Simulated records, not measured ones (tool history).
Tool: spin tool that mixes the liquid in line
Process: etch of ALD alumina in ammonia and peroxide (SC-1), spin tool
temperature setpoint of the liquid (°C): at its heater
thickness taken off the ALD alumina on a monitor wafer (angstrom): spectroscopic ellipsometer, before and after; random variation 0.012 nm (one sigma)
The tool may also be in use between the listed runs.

run,hour,temperature setpoint of the liquid (°C),parts of 29 % ammonia solution to one part of 30 % peroxide (parts by volume),time under the liquid (s),thickness taken off the ALD alumina on a monitor wafer (angstrom)
1,0,49,0.4,70,25.653
2,6.7,47,0.4,70,22.865
3,15.7,47,0.4,70,22.976
4,18.7,47,0.3,70,22.35
5,25.3,45.5,0.3,70,20.287
6,32.4,45.5,0.3,70,20.39
# hour 39.4: ammonia flow meter replaced
7,39.4,44.5,0.3,70,19.507
8,47.1,43.5,0.3,70,18.412
9,54.7,42.5,0.3,70,17.25
10,59.4,42,0.3,70,16.66
11,61.3,41.5,0.3,70,16.151

Run 12 comes next. What will it give?
12,64.7,41,0.3,70,?

{"run 12": {"thickness taken off the ALD alumina on a monitor wafer (angstrom)": 15.897}}
